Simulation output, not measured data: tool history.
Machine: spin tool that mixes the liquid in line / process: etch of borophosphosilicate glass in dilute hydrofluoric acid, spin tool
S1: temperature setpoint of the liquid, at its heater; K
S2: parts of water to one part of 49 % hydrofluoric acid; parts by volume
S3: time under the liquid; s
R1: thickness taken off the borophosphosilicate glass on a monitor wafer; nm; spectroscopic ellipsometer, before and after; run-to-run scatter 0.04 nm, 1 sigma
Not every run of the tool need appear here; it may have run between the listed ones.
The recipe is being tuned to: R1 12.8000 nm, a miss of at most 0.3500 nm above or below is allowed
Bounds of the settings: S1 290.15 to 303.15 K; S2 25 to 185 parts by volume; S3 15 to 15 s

run	hour	S1	S2	S3	R1
1	0.0	295.15	105	15	5.7855
2	1.5	297.15	95	15	7.0470
3	7.8	297.15	125	15	5.1305
4	12.7	297.15	105	15	6.2593
5	19.5	297.15	75	15	9.0968
6	23.7	298.65	75	15	9.6387
7	25.4	299.65	75	15	10.0630
8	30.5	300.65	75	15	10.4530
9	33.1	300.65	75	15	10.4370
10	36.0	303.15	65	15	13.4640
11	43.9	302.65	65	15	13.2380

Exactly one of the 4 candidate moves below puts every result within its allowed miss. Which one?
A	51.8	303.15	65	15	?
B	51.8	301.15	60	15	?
C	51.8	301.65	60	15	?
D	51.8	301.65	65	15	?

move	R1
A	13.5010
B	13.6260
C	13.8970
D	12.7350
A: further off than the last run
B: further off than the last run
C: further off than the last run
D: every result lands within tolerance
Move D is the one to make.
